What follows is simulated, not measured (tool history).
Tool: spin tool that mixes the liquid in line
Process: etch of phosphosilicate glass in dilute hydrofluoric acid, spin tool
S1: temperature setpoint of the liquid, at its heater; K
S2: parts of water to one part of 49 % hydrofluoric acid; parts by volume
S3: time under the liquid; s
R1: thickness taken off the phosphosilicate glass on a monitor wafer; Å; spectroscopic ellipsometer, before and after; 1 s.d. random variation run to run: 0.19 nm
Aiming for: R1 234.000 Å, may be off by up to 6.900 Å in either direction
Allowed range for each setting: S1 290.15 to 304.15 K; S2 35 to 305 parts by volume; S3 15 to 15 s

{"run": 1, "hour": 0.0, "S1": 296.15, "S2": 170, "S3": 15, "R1": 107.65}
{"run": 2, "hour": 4.2, "S1": 296.15, "S2": 170, "S3": 15, "R1": 108.78}
{"run": 3, "hour": 5.8, "S1": 297.15, "S2": 160, "S3": 15, "R1": 118.39}
{"run": 4, "hour": 13.0, "S1": 298.15, "S2": 150, "S3": 15, "R1": 134.16}
{"hour": 17.8, "done": "thermometer replaced"}
{"run": 5, "hour": 17.8, "S1": 294.65, "S2": 150, "S3": 15, "R1": 109.17}
{"run": 6, "hour": 19.2, "S1": 294.65, "S2": 175, "S3": 15, "R1": 91.314}
{"run": 7, "hour": 21.4, "S1": 298.65, "S2": 105, "S3": 15, "R1": 193.45}
{"run": 8, "hour": 29.4, "S1": 299.15, "S2": 105, "S3": 15, "R1": 195.92}
{"run": 9, "hour": 33.6, "S1": 303.15, "S2": 100, "S3": 15, "R1": 242.43}

Which of these 4 next moves meets every target?
{"run": "A", "hour": 37.8, "S1": 304.15, "S2": 115, "S3": 15, "R1": "?"}
{"run": "B", "hour": 37.8, "S1": 304.15, "S2": 100, "S3": 15, "R1": "?"}
{"run": "C", "hour": 37.8, "S1": 303.65, "S2": 105, "S3": 15, "R1": "?"}
{"run": "D", "hour": 37.8, "S1": 302.65, "S2": 95, "S3": 15, "R1": "?"}

move=A R1=216.020
move=B R1=253.810
move=C R1=235.580
move=D R1=254.370
A: carries the result that was furthest off beyond its target, to the other side
B: its largest miss is bigger than the last run's
C: meets every target
D: its largest miss is bigger than the last run's
So the answer is move C, the one that meets all the targets.

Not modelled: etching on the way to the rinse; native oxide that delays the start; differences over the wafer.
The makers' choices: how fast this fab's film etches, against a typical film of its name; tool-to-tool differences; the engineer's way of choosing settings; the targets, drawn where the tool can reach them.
